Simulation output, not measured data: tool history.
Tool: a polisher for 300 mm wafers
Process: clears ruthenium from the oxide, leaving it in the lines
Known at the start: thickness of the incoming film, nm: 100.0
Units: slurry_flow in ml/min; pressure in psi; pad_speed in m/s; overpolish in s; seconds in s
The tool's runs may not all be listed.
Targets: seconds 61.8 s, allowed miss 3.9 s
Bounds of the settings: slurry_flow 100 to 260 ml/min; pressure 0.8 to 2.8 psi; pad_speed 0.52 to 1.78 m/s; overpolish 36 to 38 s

Run 1, hour 0: slurry_flow 165 ml/min, pressure 1.8 psi, pad_speed 1.14 m/s, overpolish 36 s. Result: seconds 84.996 s.
Run 2, hour 6.6: slurry_flow 165 ml/min, pressure 1.9 psi, pad_speed 1.14 m/s, overpolish 36 s. Result: seconds 83.495 s.
Run 3, hour 14.3: slurry_flow 165 ml/min, pressure 2 psi, pad_speed 1.16 m/s, overpolish 36 s. Result: seconds 77.031 s.
Run 4, hour 19.1: slurry_flow 165 ml/min, pressure 2 psi, pad_speed 1.28 m/s, overpolish 36 s. Result: seconds 70.36 s.
Run 5, hour 21: slurry_flow 165 ml/min, pressure 2 psi, pad_speed 1.14 m/s, overpolish 36 s. Result: seconds 77.435 s.
Run 6, hour 25.8: slurry_flow 165 ml/min, pressure 2 psi, pad_speed 1.14 m/s, overpolish 36 s. Result: seconds 78.271 s.
Run 7, hour 33.1: slurry_flow 165 ml/min, pressure 2.1 psi, pad_speed 1.14 m/s, overpolish 36 s. Result: seconds 72.879 s.
Run 8, hour 39.4: slurry_flow 165 ml/min, pressure 2.2 psi, pad_speed 1.16 m/s, overpolish 36 s. Result: seconds 71.072 s.

4 next moves are on the table. One of them brings every result within its allowed miss. Which?
Run A, hour 45.7: slurry_flow 155 ml/min, pressure 2 psi, pad_speed 1.06 m/s, overpolish 38 s. Result: seconds ?.
Run B, hour 45.7: slurry_flow 170 ml/min, pressure 2.3 psi, pad_speed 1.24 m/s, overpolish 36 s. Result: seconds ?.
Run C, hour 45.7: slurry_flow 185 ml/min, pressure 2 psi, pad_speed 1.26 m/s, overpolish 38 s. Result: seconds ?.
Run D, hour 45.7: slurry_flow 135 ml/min, pressure 2.2 psi, pad_speed 0.98 m/s, overpolish 36 s. Result: seconds ?.

move  seconds
   A   86.659
   B   65.068
   C   72.631
   D   86.491
A: further off than the last run
B: meets every target
C: further off than the last run
D: further off than the last run
Move B is the one to make.
